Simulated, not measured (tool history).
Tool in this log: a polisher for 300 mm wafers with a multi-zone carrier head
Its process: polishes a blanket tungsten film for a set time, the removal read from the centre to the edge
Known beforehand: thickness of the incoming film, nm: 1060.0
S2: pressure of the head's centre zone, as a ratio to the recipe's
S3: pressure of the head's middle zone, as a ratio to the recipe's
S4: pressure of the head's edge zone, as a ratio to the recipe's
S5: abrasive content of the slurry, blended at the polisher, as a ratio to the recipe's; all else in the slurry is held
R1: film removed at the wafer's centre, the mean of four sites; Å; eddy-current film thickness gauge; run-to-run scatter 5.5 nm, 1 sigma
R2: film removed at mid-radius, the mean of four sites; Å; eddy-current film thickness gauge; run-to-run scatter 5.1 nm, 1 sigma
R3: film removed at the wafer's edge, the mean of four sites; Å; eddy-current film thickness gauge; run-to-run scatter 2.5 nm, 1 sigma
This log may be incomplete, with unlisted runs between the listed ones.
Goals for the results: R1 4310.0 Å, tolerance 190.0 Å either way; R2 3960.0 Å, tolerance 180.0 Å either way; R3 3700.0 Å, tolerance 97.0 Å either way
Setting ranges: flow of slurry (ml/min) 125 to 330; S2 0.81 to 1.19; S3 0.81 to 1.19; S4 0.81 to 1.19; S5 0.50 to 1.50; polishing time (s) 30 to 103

{"run": 1, "hour": 0.0, "flow of slurry (ml/min)": 210, "S2": 1.0, "S3": 1.0, "S4": 1.0, "S5": 1.0, "polishing time (s)": 66, "R1": 3130.4, "R2": 3087.9, "R3": 2966.7}
{"run": 2, "hour": 3.8, "flow of slurry (ml/min)": 210, "S2": 1.0, "S3": 1.0, "S4": 1.0, "S5": 1.0, "polishing time (s)": 78, "R1": 3772.6, "R2": 3685.0, "R3": 3530.3}
{"run": 3, "hour": 9.5, "flow of slurry (ml/min)": 210, "S2": 1.0, "S3": 1.0, "S4": 1.0, "S5": 1.0, "polishing time (s)": 67, "R1": 3125.8, "R2": 3099.8, "R3": 3020.6}
{"run": 4, "hour": 13.9, "flow of slurry (ml/min)": 210, "S2": 1.0, "S3": 1.08, "S4": 1.0, "S5": 1.0, "polishing time (s)": 67, "R1": 3172.4, "R2": 3220.8, "R3": 3040.7}
{"run": 5, "hour": 16.5, "flow of slurry (ml/min)": 210, "S2": 1.0, "S3": 1.08, "S4": 1.04, "S5": 1.0, "polishing time (s)": 67, "R1": 3200.2, "R2": 3330.7, "R3": 3106.7}
{"run": 6, "hour": 19.0, "flow of slurry (ml/min)": 215, "S2": 1.02, "S3": 1.08, "S4": 1.06, "S5": 1.05, "polishing time (s)": 67, "R1": 3297.4, "R2": 3335.8, "R3": 3181.1}
{"run": 7, "hour": 26.3, "flow of slurry (ml/min)": 225, "S2": 1.04, "S3": 1.1, "S4": 1.07, "S5": 1.1, "polishing time (s)": 67, "R1": 3382.0, "R2": 3429.4, "R3": 3192.0}
{"run": 8, "hour": 32.6, "flow of slurry (ml/min)": 225, "S2": 1.06, "S3": 1.1, "S4": 1.08, "S5": 1.15, "polishing time (s)": 68, "R1": 3677.4, "R2": 3517.7, "R3": 3344.8}
{"run": 9, "hour": 38.6, "flow of slurry (ml/min)": 230, "S2": 1.07, "S3": 1.11, "S4": 1.09, "S5": 1.2, "polishing time (s)": 68, "R1": 3722.3, "R2": 3563.8, "R3": 3431.8}

Pick the move, out of 5, that brings all results within their allowed miss; only one does.
{"run": "A", "hour": 44.6, "flow of slurry (ml/min)": 225, "S2": 0.97, "S3": 0.92, "S4": 1.19, "S5": 1.25, "polishing time (s)": 72, "R1": "?", "R2": "?", "R3": "?"}
{"run": "B", "hour": 44.6, "flow of slurry (ml/min)": 210, "S2": 1.12, "S3": 1.1, "S4": 1.03, "S5": 1.5, "polishing time (s)": 72, "R1": "?", "R2": "?", "R3": "?"}
{"run": "C", "hour": 44.6, "flow of slurry (ml/min)": 245, "S2": 1.08, "S3": 1.03, "S4": 1.12, "S5": 1.15, "polishing time (s)": 69, "R1": "?", "R2": "?", "R3": "?"}
{"run": "D", "hour": 44.6, "flow of slurry (ml/min)": 220, "S2": 0.99, "S3": 1.19, "S4": 1.0, "S5": 1.0, "polishing time (s)": 81, "R1": "?", "R2": "?", "R3": "?"}
{"run": "E", "hour": 44.6, "flow of slurry (ml/min)": 240, "S2": 0.97, "S3": 1.07, "S4": 1.16, "S5": 1.25, "polishing time (s)": 75, "R1": "?", "R2": "?", "R3": "?"}

move=A R1=3595.4 R2=3451.6 R3=3801.9
move=B R1=4298.2 R2=3959.7 R3=3665.5
move=C R1=3803.9 R2=3489.6 R3=3484.0
move=D R1=3897.5 R2=4254.0 R3=3690.2
move=E R1=3783.5 R2=3950.9 R3=3927.5
A: lands further from the targets than the last run did
B: every result within its allowed miss
C: closer than the last run, but not yet in spec
D: closer than the last run, but not yet in spec
E: closer than the last run, but not yet in spec
The move that meets every target is B.

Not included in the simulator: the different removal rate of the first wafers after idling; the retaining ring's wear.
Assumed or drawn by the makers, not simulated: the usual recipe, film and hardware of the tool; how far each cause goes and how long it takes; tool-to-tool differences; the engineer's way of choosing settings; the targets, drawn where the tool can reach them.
